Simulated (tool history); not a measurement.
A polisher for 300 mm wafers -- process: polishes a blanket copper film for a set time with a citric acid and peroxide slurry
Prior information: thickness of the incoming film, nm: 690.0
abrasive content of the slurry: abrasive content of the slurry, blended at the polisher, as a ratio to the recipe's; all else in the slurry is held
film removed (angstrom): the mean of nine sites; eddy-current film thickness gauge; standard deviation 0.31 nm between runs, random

run	hour	flow of slurry (ml/min)	pressure of the wafer on the pad (kPa)	speed of the pad under the wafer (m/s)	abrasive content of the slurry	polishing time (s)	film removed (angstrom)
1	0.0	270	19.3	0.76	1.0	35	582.29
2	4.9	270	19.3	0.94	1.0	35	710.44
3	13.6	270	16.5	0.88	1.0	35	579.22
4	17.7	270	20.0	0.88	1.0	35	693.22
5	21.2	270	20.0	0.88	1.1	35	697.62
6	29.3	270	16.5	0.84	1.1	35	554.51

What will run 7 give?
# hour 37.9: slurry nozzle cleaned
7	37.9	270	14.5	0.82	1.1	35	?

Run 7 produced film removed (angstrom) 492.92.

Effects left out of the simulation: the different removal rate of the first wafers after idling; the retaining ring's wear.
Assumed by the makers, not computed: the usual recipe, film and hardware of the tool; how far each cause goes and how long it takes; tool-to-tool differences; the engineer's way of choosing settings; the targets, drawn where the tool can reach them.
